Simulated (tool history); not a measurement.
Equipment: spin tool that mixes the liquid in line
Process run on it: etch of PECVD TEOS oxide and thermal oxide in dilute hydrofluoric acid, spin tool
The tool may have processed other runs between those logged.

run	day	temperature setpoint of the liquid (C)	parts of water to one part of 49 % hydrofluoric acid (parts by volume)	time under the liquid (s)	thickness taken off the PECVD TEOS oxide on a monitor wafer (nm)	thickness taken off the thermal oxide on a monitor wafer (nm)
1	0.000	25.0	85	75	11.0090	4.9715
2	0.038	23.0	85	75	10.2560	4.5720
3	0.188	22.0	95	75	8.7707	3.8355
4	0.525	21.5	105	75	7.5907	3.3585
5	0.554	21.5	90	75	9.1394	4.0668
# day 0.833: thermometer replaced
6	0.833	21.5	90	60	6.6715	2.9406
7	0.888	17.5	120	60	4.1075	1.8102
8	0.950	17.0	130	60	3.6782	1.6196

Predict the results of run 9:
9	1.254	17.0	135	60	?	?

{"run 9": {"thickness taken off the PECVD TEOS oxide on a monitor wafer (nm)": 3.5477, "thickness taken off the thermal oxide on a monitor wafer (nm)": 1.5606}}

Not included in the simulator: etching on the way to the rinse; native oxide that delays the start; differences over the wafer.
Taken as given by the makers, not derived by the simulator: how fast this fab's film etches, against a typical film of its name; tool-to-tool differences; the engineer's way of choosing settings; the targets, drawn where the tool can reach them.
